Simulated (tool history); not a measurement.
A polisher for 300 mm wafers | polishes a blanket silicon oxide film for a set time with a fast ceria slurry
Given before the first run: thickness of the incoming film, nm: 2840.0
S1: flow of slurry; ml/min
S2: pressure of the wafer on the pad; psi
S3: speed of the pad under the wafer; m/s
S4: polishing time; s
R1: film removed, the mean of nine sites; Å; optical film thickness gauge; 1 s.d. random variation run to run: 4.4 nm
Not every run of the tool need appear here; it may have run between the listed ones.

| run | hour | S1 | S2 | S3 | S4 | R1 |
|---|---|---|---|---|---|---|
| 1 | 0 | 150 | 2.1 | 0.96 | 42 | 5245.9 |
| 2 | 3.7 | 145 | 2 | 0.96 | 42 | 4860 |
| 3 | 11.4 | 145 | 2 | 1.14 | 42 | 5588.9 |
| 4 | 13.5 | 140 | 1.9 | 1.14 | 42 | 5375.1 |
| 5 | 14.9 | 135 | 1.8 | 1.14 | 42 | 5017 |
| 6 | 21.4 | 130 | 1.7 | 1.14 | 42 | 4829.2 |

Run 7, settings as shown, results not yet in. Your forecast:
| 7 | 29 | 130 | 1.6 | 1.14 | 42 | ? |

R1: 4453.6 Å
